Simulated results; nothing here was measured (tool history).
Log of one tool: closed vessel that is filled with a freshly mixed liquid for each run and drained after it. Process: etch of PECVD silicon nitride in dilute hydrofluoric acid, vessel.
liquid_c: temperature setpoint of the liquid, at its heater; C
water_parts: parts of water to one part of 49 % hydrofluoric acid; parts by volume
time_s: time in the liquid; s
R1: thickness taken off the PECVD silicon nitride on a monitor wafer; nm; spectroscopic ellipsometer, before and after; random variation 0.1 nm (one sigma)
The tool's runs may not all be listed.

run 1 hour=0.0 | liquid_c=23.0 water_parts=150 time_s=530 | R1=11.270
run 2 hour=3.2 | liquid_c=23.0 water_parts=115 time_s=530 | R1=14.665
run 3 hour=11.4 | liquid_c=23.0 water_parts=145 time_s=530 | R1=11.689
run 4 hour=12.7 | liquid_c=24.0 water_parts=135 time_s=530 | R1=13.342
run 5 hour=17.7 | liquid_c=25.0 water_parts=130 time_s=530 | R1=14.842
run 6 hour=20.8 | liquid_c=28.0 water_parts=130 time_s=530 | R1=17.889
run 7 hour=26.0 | liquid_c=28.5 water_parts=125 time_s=530 | R1=19.173

Run 8 comes next. What will it give?
run 8 hour=28.2 | liquid_c=29.0 water_parts=120 time_s=530 | R1=?

Run 8 gave R1 20.778 nm.

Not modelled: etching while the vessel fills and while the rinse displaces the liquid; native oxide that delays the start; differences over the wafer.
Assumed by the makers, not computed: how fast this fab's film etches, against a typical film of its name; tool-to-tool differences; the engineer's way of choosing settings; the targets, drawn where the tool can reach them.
